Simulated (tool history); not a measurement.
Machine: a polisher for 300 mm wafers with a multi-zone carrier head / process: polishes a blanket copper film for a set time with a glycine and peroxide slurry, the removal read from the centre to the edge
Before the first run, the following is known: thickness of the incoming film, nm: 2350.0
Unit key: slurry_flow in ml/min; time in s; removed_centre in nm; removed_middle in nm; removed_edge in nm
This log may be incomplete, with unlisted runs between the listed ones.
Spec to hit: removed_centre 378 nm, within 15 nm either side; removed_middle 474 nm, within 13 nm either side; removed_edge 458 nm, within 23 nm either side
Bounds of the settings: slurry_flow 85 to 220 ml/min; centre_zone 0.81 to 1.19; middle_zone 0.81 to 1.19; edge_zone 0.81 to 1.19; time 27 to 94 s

| run | day | slurry_flow | centre_zone | middle_zone | edge_zone | time | removed_centre | removed_middle | removed_edge |
|---|---|---|---|---|---|---|---|---|---|
| 1 | 0 | 140 | 1 | 1 | 1 | 60 | 294.07 | 289.87 | 288.76 |
| 2 | 0.025 | 150 | 0.96 | 1.03 | 1.05 | 66 | 306.57 | 326.85 | 329.44 |
| 3 | 0.192 | 160 | 0.95 | 1.07 | 1.08 | 70 | 328.55 | 367.71 | 345.32 |
| 4 | 0.558 | 160 | 1.01 | 1.07 | 1.08 | 70 | 358.52 | 358.63 | 349.61 |
| 5 | 0.646 | 160 | 1.01 | 0.99 | 1.08 | 70 | 358.61 | 343.63 | 357.63 |
| 6 | 0.675 | 165 | 0.97 | 1.01 | 1.1 | 74 | 366.6 | 371.7 | 376.63 |
| 7 | 0.971 | 160 | 0.94 | 1.03 | 1.12 | 78 | 367.53 | 395.46 | 401.37 |
| 8 | 1.238 | 165 | 0.91 | 1.04 | 1.13 | 80 | 363.88 | 407.32 | 412.53 |
| 9 | 1.338 | 170 | 0.89 | 1.06 | 1.14 | 82 | 365.42 | 431.74 | 425.97 |
| 10 | 1.675 | 175 | 0.88 | 1.07 | 1.15 | 83 | 367.73 | 436.94 | 429.4 |
| 11 | 1.842 | 175 | 0.87 | 1.08 | 1.16 | 84 | 367.37 | 449.72 | 450.54 |
| 12 | 2.075 | 180 | 0.87 | 1.09 | 1.16 | 84 | 368.29 | 456 | 458.75 |
| 13 | 2.167 | 180 | 0.87 | 1.1 | 1.15 | 84 | 372.79 | 455.26 | 441.52 |

Exactly one of the 5 candidate moves below puts every result within its allowed miss. Which one?
| A | 2.258 | 195 | 0.82 | 1 | 1.19 | 85 | ? | ? | ? |
| B | 2.258 | 205 | 0.87 | 1.19 | 1.05 | 79 | ? | ? | ? |
| C | 2.258 | 170 | 0.89 | 1.15 | 1.19 | 84 | ? | ? | ? |
| D | 2.258 | 170 | 0.86 | 1.18 | 1.1 | 82 | ? | ? | ? |
| E | 2.258 | 180 | 0.84 | 1 | 1.19 | 87 | ? | ? | ? |

| move | removed_centre | removed_middle | removed_edge |
|---|---|---|---|
| A | 361.97 | 439.59 | 461.63 |
| B | 360.6 | 477.62 | 403.73 |
| C | 379.14 | 478.27 | 447.74 |
| D | 357.6 | 477.52 | 419.55 |
| E | 374.18 | 444.15 | 468.04 |
A: moves away from the targets compared with the last run
B: corrects the largest miss of the last run, while another result sits out of spec
C: hits every target within its allowed miss
D: corrects the largest miss of the last run, while another result sits out of spec
E: moves away from the targets compared with the last run
Move C is the one to make.
